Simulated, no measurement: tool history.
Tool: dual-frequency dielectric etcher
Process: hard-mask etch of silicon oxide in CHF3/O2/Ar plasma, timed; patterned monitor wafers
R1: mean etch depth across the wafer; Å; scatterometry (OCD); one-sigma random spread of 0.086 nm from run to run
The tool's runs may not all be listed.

run 1 hour=0 | source_power_(kW)=0.59 bias_power_(kW)=0.221 etch_time_(s)=12 | R1=231.82
run 2 hour=3.7 | source_power_(kW)=0.67 bias_power_(kW)=0.221 etch_time_(s)=12 | R1=241.84
run 3 hour=7.7 | source_power_(kW)=0.67 bias_power_(kW)=0.202 etch_time_(s)=12 | R1=234.39
run 4 hour=11 | source_power_(kW)=0.67 bias_power_(kW)=0.24 etch_time_(s)=12 | R1=248.69
run 5 hour=18.9 | source_power_(kW)=0.67 bias_power_(kW)=0.24 etch_time_(s)=12 | R1=250.56
run 6 hour=24.1 | source_power_(kW)=0.67 bias_power_(kW)=0.214 etch_time_(s)=12 | R1=238.7

What will run 7 give?
run 7 hour=28.8 | source_power_(kW)=0.59 bias_power_(kW)=0.201 etch_time_(s)=12 | R1=?

R1: 223.79 Å

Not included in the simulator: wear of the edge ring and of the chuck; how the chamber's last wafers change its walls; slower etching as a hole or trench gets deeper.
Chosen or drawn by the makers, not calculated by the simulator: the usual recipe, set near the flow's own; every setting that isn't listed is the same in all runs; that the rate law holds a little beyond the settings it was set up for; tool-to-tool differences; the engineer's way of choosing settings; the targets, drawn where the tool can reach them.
